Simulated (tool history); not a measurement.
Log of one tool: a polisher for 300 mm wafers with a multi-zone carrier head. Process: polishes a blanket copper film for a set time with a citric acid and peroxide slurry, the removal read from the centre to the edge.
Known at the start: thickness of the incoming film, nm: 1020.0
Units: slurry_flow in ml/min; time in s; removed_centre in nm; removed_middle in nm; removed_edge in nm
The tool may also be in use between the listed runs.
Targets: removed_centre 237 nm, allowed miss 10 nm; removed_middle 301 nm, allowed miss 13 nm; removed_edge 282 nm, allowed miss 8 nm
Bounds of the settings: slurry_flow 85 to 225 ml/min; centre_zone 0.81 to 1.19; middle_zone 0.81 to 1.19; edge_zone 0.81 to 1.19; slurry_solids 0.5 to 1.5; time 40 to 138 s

run,hour,slurry_flow,centre_zone,middle_zone,edge_zone,slurry_solids,time,removed_centre,removed_middle,removed_edge
1,0,145,1,1,1,1,88,227.89,222.21,221.99
2,5.2,155,0.96,1.04,1.05,1.1,89,231.21,238.86,237.55
3,10.1,155,0.96,1.04,1.05,1.1,81,210.77,223.32,220.68
4,12.3,155,0.96,1.04,1.05,1,81,205.69,215.39,211.08
5,15.5,155,0.96,1.09,1.05,1,81,204.21,219.9,209.48
6,22.5,155,0.96,1.09,0.96,1,81,205.06,225.91,201.23
7,28.9,165,0.93,1.11,1.01,1.15,83,214.75,247.41,223.61
8,30.5,175,0.91,1.12,1.05,1.25,84,218.51,261.4,238.21
9,37.9,185,0.9,1.13,1.08,1.35,85,223.04,270.99,252.13

Which of these 5 next moves meets every target?
A,45.3,195,0.91,1.06,1.08,1.3,80,?,?,?
B,45.3,190,0.85,1.13,1.11,1.4,93,?,?,?
C,45.3,175,0.86,0.92,1.19,1.25,96,?,?,?
D,45.3,145,0.93,0.91,1.19,1.35,94,?,?,?
E,45.3,215,1,1.16,1.05,1.2,81,?,?,?

move,removed_centre,removed_middle,removed_edge
A,212.09,243.94,235.93
B,234.58,305.2,283.38
C,233.75,253.57,291.7
D,246.32,245.43,287.06
E,233.68,263.21,231.57
A: further off than the last run
B: meets every target
C: takes the result that was furthest off past its target
D: brings the result that was furthest off to its target, and leaves another outside
E: further off than the last run
Answer: B

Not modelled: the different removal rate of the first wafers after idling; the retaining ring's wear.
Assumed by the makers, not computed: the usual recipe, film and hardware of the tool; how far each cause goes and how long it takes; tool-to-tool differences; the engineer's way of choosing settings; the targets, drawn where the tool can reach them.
